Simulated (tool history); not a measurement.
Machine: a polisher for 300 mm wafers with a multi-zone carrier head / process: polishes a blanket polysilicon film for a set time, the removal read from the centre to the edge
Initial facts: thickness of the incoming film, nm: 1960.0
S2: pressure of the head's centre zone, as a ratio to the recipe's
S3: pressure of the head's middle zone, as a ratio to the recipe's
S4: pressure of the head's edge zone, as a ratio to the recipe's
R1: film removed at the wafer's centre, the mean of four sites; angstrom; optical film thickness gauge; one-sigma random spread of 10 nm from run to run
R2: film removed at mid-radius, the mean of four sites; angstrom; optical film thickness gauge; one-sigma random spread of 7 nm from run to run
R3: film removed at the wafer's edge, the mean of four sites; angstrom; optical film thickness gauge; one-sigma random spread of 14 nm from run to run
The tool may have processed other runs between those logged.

Run 1, hour 0.0: flow of slurry (ml/min) 215, S2 1.00, S3 1.00, S4 1.00, polishing time (s) 75. Result: R1 7167.4 angstrom, R2 7052.3 angstrom, R3 7354.2 angstrom.
Run 2, hour 4.2: flow of slurry (ml/min) 225, S2 1.00, S3 1.03, S4 1.03, polishing time (s) 77. Result: R1 7521.7 angstrom, R2 7457.1 angstrom, R3 7414.2 angstrom.
Run 3, hour 9.0: flow of slurry (ml/min) 220, S2 0.98, S3 1.04, S4 1.03, polishing time (s) 81. Result: R1 7499.0 angstrom, R2 7865.1 angstrom, R3 7681.5 angstrom.
Run 4, hour 11.5: flow of slurry (ml/min) 220, S2 0.98, S3 0.96, S4 1.03, polishing time (s) 81. Result: R1 7381.9 angstrom, R2 7288.1 angstrom, R3 7939.6 angstrom.
Run 5, hour 13.7: flow of slurry (ml/min) 215, S2 0.97, S3 0.98, S4 1.03, polishing time (s) 85. Result: R1 7737.4 angstrom, R2 7848.5 angstrom, R3 8307.4 angstrom.
Run 6, hour 22.7: flow of slurry (ml/min) 215, S2 1.03, S3 0.98, S4 1.03, polishing time (s) 85. Result: R1 8354.8 angstrom, R2 7972.8 angstrom, R3 8217.5 angstrom.
Run 7, hour 25.8: flow of slurry (ml/min) 215, S2 1.01, S3 0.99, S4 1.03, polishing time (s) 88. Result: R1 8602.7 angstrom, R2 8260.8 angstrom, R3 8583.1 angstrom.
Run 8, hour 30.4: flow of slurry (ml/min) 215, S2 0.99, S3 1.01, S4 1.03, polishing time (s) 90. Result: R1 8513.5 angstrom, R2 8562.2 angstrom, R3 8806.5 angstrom.
Run 9, hour 36.5: flow of slurry (ml/min) 220, S2 0.98, S3 1.03, S4 1.03, polishing time (s) 91. Result: R1 8530.3 angstrom, R2 8862.8 angstrom, R3 8702.6 angstrom.
Run 10, hour 37.4: flow of slurry (ml/min) 220, S2 0.97, S3 1.04, S4 1.03, polishing time (s) 93. Result: R1 8456.4 angstrom, R2 9065.3 angstrom, R3 9101.9 angstrom.

Run 11 is up next; what results do you expect?
Run 11, hour 41.0: flow of slurry (ml/min) 225, S2 0.97, S3 1.05, S4 1.03, polishing time (s) 94. Result: R1 ?, R2 ?, R3 ?.

{"run 11": {"R1": 8748.4, "R2": 9219.8, "R3": 9141.7}}

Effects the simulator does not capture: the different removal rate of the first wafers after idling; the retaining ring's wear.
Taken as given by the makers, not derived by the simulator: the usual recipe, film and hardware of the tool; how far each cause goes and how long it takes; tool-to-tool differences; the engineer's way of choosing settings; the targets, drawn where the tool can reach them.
